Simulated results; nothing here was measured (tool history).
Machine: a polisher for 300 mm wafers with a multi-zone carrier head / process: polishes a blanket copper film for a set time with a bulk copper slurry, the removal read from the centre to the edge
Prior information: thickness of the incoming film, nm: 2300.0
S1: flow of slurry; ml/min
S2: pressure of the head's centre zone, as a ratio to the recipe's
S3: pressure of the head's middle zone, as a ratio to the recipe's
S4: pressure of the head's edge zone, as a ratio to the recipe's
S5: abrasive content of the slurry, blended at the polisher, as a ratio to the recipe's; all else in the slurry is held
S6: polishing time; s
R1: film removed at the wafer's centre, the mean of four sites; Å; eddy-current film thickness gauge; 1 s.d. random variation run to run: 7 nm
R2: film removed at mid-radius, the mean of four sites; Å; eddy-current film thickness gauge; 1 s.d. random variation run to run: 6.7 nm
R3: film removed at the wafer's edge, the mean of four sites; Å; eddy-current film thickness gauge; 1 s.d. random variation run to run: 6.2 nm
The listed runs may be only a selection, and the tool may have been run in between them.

run	hour	S1	S2	S3	S4	S5	S6	R1	R2	R3
1	0.0	220	1.00	1.00	1.00	1.00	48	4627.6	4518.9	4567.7
2	8.4	240	1.06	1.05	1.02	1.15	51	5441.1	5211.8	5139.9
3	14.4	255	1.10	1.08	1.01	1.25	53	6027.5	5663.7	5399.5
4	22.0	265	1.13	1.10	1.02	1.35	55	6502.6	6000.9	5647.8
5	26.9	270	1.15	1.12	1.03	1.40	57	6912.1	6439.7	6030.8
6	34.7	280	1.16	1.13	1.02	1.45	58	7104.4	6731.8	6061.6
7	41.9	285	1.17	1.12	1.02	1.45	59	7260.5	6809.8	6045.2

Run 8, settings as shown, results not yet in. Your forecast:
8	48.0	280	1.18	1.11	1.03	1.45	60	?	?	?

Run 8 came out at R1 7439.0 Å, R2 6680.8 Å, R3 6311.0 Å.

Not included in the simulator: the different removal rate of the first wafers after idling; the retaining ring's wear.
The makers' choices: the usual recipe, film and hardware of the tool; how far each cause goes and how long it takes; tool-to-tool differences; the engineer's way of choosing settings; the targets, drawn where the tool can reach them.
